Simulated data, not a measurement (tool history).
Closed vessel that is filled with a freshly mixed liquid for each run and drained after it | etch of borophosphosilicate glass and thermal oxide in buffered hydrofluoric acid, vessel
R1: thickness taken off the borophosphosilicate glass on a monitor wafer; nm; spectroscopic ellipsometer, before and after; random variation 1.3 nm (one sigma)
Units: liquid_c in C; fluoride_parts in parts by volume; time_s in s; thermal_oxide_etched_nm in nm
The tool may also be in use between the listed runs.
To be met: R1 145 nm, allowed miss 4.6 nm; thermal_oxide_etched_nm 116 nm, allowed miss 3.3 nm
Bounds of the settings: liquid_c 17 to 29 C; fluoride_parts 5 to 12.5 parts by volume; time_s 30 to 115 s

Run 1, day 0: liquid_c 21 C, fluoride_parts 7.5 parts by volume, time_s 60 s. Result: R1 88.34 nm, thermal_oxide_etched_nm 71.142 nm.
Run 2, day 0.104: liquid_c 22.5 C, fluoride_parts 7.5 parts by volume, time_s 60 s. Result: R1 94.288 nm, thermal_oxide_etched_nm 77.687 nm.
Run 3, day 0.154: liquid_c 24 C, fluoride_parts 7.5 parts by volume, time_s 60 s. Result: R1 103.82 nm, thermal_oxide_etched_nm 84.68 nm.
Run 4, day 0.421: liquid_c 24 C, fluoride_parts 6.5 parts by volume, time_s 60 s. Result: R1 118.93 nm, thermal_oxide_etched_nm 95.388 nm.
Run 5, day 0.742: liquid_c 24.5 C, fluoride_parts 6.5 parts by volume, time_s 60 s. Result: R1 122.17 nm, thermal_oxide_etched_nm 97.637 nm.
Run 6, day 0.967: liquid_c 25 C, fluoride_parts 6.5 parts by volume, time_s 60 s. Result: R1 126.7 nm, thermal_oxide_etched_nm 101.96 nm.
Run 7, day 1.05: liquid_c 25.5 C, fluoride_parts 6.5 parts by volume, time_s 60 s. Result: R1 129.1 nm, thermal_oxide_etched_nm 104.36 nm.
Run 8, day 1.25: liquid_c 26 C, fluoride_parts 6.5 parts by volume, time_s 60 s. Result: R1 132.27 nm, thermal_oxide_etched_nm 107.56 nm.
Run 9, day 1.433: liquid_c 26.5 C, fluoride_parts 6.5 parts by volume, time_s 60 s. Result: R1 135.84 nm, thermal_oxide_etched_nm 110.75 nm.
Run 10, day 1.55: liquid_c 27 C, fluoride_parts 6.5 parts by volume, time_s 60 s. Result: R1 139.37 nm, thermal_oxide_etched_nm 114.18 nm.

Which of these 5 next moves meets every target?
Run A, day 1.667: liquid_c 26.5 C, fluoride_parts 6 parts by volume, time_s 55 s. Result: R1 ?, thermal_oxide_etched_nm ?.
Run B, day 1.667: liquid_c 27.5 C, fluoride_parts 8 parts by volume, time_s 70 s. Result: R1 ?, thermal_oxide_etched_nm ?.
Run C, day 1.667: liquid_c 24.5 C, fluoride_parts 6.5 parts by volume, time_s 65 s. Result: R1 ?, thermal_oxide_etched_nm ?.
Run D, day 1.667: liquid_c 24.5 C, fluoride_parts 7 parts by volume, time_s 75 s. Result: R1 ?, thermal_oxide_etched_nm ?.
Run E, day 1.667: liquid_c 28 C, fluoride_parts 8 parts by volume, time_s 65 s. Result: R1 ?, thermal_oxide_etched_nm ?.

move      R1  thermal_oxide_etched_nm
   A  134.37                   108.39
   B     136                   110.24
   C  133.04                   107.32
   D  143.77                   116.11
   E  129.65                   105.12
A: further off than the last run
B: further off than the last run
C: further off than the last run
D: meets every target
E: further off than the last run
Move D is the one to make.
